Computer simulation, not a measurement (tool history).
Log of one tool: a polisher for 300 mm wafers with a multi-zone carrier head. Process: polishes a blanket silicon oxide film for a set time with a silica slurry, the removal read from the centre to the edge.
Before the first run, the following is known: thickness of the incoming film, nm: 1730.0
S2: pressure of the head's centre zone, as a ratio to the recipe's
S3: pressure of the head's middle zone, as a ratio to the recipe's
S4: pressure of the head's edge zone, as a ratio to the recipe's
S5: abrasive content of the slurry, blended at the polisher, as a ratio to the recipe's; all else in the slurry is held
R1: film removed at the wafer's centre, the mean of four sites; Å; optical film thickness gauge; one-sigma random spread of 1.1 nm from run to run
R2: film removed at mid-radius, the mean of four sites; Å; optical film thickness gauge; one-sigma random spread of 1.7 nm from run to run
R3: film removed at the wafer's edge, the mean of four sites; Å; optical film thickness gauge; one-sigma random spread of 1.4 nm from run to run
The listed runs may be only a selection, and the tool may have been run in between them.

{"run": 1, "hour": 0.0, "flow of slurry (ml/min)": 290, "S2": 1, "S3": 1, "S4": 1, "S5": 1, "polishing time (s)": 70, "R1": 2464.5, "R2": 2534, "R3": 2536.2}
{"run": 2, "hour": 1.9, "flow of slurry (ml/min)": 290, "S2": 1, "S3": 1, "S4": 1, "S5": 1, "polishing time (s)": 59, "R1": 2126.4, "R2": 2125, "R3": 2134.5}
{"run": 3, "hour": 6.1, "flow of slurry (ml/min)": 360, "S2": 1, "S3": 1, "S4": 1, "S5": 1, "polishing time (s)": 59, "R1": 2172.9, "R2": 2157.7, "R3": 2148.8}
{"run": 4, "hour": 9.8, "flow of slurry (ml/min)": 370, "S2": 1, "S3": 0.97, "S4": 0.98, "S5": 0.9, "polishing time (s)": 59, "R1": 2082.6, "R2": 2083.9, "R3": 2054.8}
{"run": 5, "hour": 16.5, "flow of slurry (ml/min)": 370, "S2": 1.05, "S3": 0.97, "S4": 0.98, "S5": 0.9, "polishing time (s)": 59, "R1": 2188.2, "R2": 2072.6, "R3": 2070}
{"run": 6, "hour": 24.5, "flow of slurry (ml/min)": 370, "S2": 1.05, "S3": 0.97, "S4": 1.05, "S5": 0.9, "polishing time (s)": 59, "R1": 2180.7, "R2": 2087.7, "R3": 2081.5}
{"run": 7, "hour": 26.0, "flow of slurry (ml/min)": 370, "S2": 1.05, "S3": 0.94, "S4": 1.05, "S5": 0.8, "polishing time (s)": 58, "R1": 2039.6, "R2": 1914, "R3": 1967}

Run 8 comes next. What will it give?
{"run": 8, "hour": 29.4, "flow of slurry (ml/min)": 380, "S2": 1.05, "S3": 0.92, "S4": 1.04, "S5": 0.75, "polishing time (s)": 57, "R1": "?", "R2": "?", "R3": "?"}

{"run 8": {"R1": 1958, "R2": 1768.9, "R3": 1884.1}}
